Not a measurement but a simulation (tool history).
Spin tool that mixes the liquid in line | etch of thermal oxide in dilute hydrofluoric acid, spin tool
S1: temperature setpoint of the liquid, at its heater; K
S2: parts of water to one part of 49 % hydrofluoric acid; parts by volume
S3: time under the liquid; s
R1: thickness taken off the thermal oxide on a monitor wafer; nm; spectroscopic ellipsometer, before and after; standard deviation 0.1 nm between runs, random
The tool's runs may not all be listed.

run  hour      S1   S2   S3       R1
  1   0.0  298.15   90  175   9.2933
  2   6.1  299.65   90  175  10.0170
  3  12.5  299.65   90  185  10.4970
  4  14.7  299.65   90  185  10.5970
  5  17.4  300.65   90  185  10.8720
  6  22.8  300.65  115  185   8.1291
  7  31.4  301.65  110  185   8.9630
  8  32.1  302.65  105  185   9.8941

Run 9, settings as shown, results not yet in. Your forecast:
  9  38.0  303.65  105  185   ?

R1: 10.2910 nm

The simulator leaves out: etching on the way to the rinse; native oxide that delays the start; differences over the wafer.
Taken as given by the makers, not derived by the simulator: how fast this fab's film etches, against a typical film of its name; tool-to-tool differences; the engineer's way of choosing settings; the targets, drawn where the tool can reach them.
